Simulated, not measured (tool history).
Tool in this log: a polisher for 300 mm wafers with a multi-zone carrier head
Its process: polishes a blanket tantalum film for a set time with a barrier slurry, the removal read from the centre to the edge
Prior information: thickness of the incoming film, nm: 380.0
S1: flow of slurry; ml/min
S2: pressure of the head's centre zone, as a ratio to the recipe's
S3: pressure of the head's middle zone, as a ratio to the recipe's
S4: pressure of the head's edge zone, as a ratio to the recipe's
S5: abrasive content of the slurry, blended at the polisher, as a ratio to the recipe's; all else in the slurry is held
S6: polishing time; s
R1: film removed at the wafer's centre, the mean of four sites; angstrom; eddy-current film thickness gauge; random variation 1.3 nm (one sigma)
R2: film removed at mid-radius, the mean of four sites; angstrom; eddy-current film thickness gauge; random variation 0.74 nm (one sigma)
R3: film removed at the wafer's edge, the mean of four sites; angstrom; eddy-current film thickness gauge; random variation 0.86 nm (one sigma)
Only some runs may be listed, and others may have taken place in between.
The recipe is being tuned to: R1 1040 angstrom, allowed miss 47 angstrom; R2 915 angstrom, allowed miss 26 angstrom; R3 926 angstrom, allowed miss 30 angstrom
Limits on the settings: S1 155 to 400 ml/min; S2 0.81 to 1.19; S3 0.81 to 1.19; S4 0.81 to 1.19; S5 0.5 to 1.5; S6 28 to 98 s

run	hour	S1	S2	S3	S4	S5	S6	R1	R2	R3
1	0	255	1	1	1	1	63	968.75	980.63	1013
2	1.5	250	1.01	0.99	0.98	1	63	986.24	980	1008.3
3	7.7	210	1.01	0.99	0.98	1	63	961.43	955.18	970.05
4	11.2	205	1.02	0.99	0.97	1	63	946.74	940.01	982.47
# hour 11.9: slurry nozzle cleaned
5	11.9	205	1.02	0.99	0.97	1.15	63	1068.4	1052.8	1074.2
6	12.9	205	0.95	0.99	0.97	1.15	63	1009.7	1028.5	1070.2
7	21.9	205	0.95	0.99	0.97	1.15	63	991.25	1055	1066.2
8	30.8	205	0.97	0.98	0.95	1.15	63	1018.3	1043.8	1043.4
9	39.6	205	0.97	0.98	0.95	1.15	63	1015.7	1040.7	1061.1
10	44	205	0.99	0.97	0.94	1.15	63	1012.2	1056.4	1052.1
11	49.6	200	1.02	0.98	0.95	1.1	63	1059.1	1010.5	1031.7
12	52.2	195	1.02	0.97	0.94	1.1	63	1057	1010.5	1034.7
13	58.3	195	1.03	0.97	0.93	1.1	63	1056.5	1001.5	1031.3
14	67.1	195	1.04	0.97	0.92	1.1	63	1051.6	1012.3	1017.3
15	73.5	195	1.05	0.96	0.91	1.1	63	1074.4	1003.5	1009.8
16	76.3	195	1.05	0.95	0.9	1.1	63	1066.5	990.79	996.76
17	79.6	195	1.05	0.94	0.89	1.1	63	1083.3	991.74	1013.8
18	80.3	195	1.05	0.94	0.88	1.1	63	1084.1	987.46	1010.6
19	88.2	195	1.05	0.94	0.88	1.1	63	1072.5	983.34	999.59
20	94.6	195	1.05	0.94	0.87	1.1	63	1094.4	987.31	997.55
21	96.9	195	1.05	0.94	0.86	1.1	63	1068.8	1001.1	980.14
22	99.2	195	1.05	0.93	0.85	1.1	63	1058.5	986.07	975.11
23	103.7	195	1.05	0.92	0.85	1.1	63	1050.3	982.87	973.43
24	108.9	195	1.06	0.91	0.85	1.1	63	1081.4	962.82	986.39

Exercise: of the 5 proposed moves below, exactly one satisfies all targets within the stated allowed misses. Which move is it?
A	114.1	225	1.05	0.94	0.81	0.8	70	?	?	?
B	114.1	190	1.06	0.82	0.94	1.1	63	?	?	?
C	114.1	180	1.06	1.07	0.83	1.4	52	?	?	?
D	114.1	155	1.08	0.91	0.83	1	64	?	?	?
E	114.1	205	1.02	0.91	0.88	1.05	65	?	?	?

move	R1	R2	R3
A	1058.9	947.67	931.5
B	1096.9	893.08	1031.8
C	970.27	940.53	861.16
D	1061.6	909.17	934.33
E	1080.9	976.46	1020.2
A: brings the result that was furthest off to its target, and leaves another outside
B: misses by more than the last run did
C: pushes the last run's worst result past its target
D: hits every target within its allowed miss
E: misses by more than the last run did
Move D is the one to make.
